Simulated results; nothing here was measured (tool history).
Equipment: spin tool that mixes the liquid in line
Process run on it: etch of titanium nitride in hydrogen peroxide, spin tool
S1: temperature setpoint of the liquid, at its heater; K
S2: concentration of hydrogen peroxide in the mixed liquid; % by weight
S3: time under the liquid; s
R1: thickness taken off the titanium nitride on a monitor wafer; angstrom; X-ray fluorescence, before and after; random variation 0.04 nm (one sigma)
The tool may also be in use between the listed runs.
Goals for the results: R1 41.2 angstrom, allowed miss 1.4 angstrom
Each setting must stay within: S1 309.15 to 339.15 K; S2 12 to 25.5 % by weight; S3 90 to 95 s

run  hour      S1    S2  S3      R1
  1     0  325.15  17.5  90  71.192
  2   4.5  325.15  19.5  90  72.885
  3   7.7  322.65  19.5  90  61.328
  4  12.4  327.15  19.5  90  84.012
  5  17.6  327.15  16.5  90  80.662
  6  25.4  324.15  16.5  90  65.104
  7  31.4  322.15  16.5  90  56.767
  8  36.3  320.65  16.5  90  49.811
  9    42  319.65  16.5  90  46.486
 10  49.5  319.15  16.5  90  45.323
 11  54.9  318.65  16.5  90  44.341

Below are 4 possible settings for the next run. Only one of them brings all results inside the allowed miss of their targets. Which is it?
  A  60.3  316.65  17.5  90   ?
  B  60.3  319.15  17.5  95   ?
  C  60.3  317.65    18  90   ?
  D  60.3  317.15  16.5  90   ?

move      R1
   A  37.704
   B  48.057
   C  40.916
   D  38.677
A: takes the result that was furthest off past its target
B: misses by more than the last run did
C: all results land within tolerance of their targets
D: takes the result that was furthest off past its target
C is the move that brings every result within its allowed miss.

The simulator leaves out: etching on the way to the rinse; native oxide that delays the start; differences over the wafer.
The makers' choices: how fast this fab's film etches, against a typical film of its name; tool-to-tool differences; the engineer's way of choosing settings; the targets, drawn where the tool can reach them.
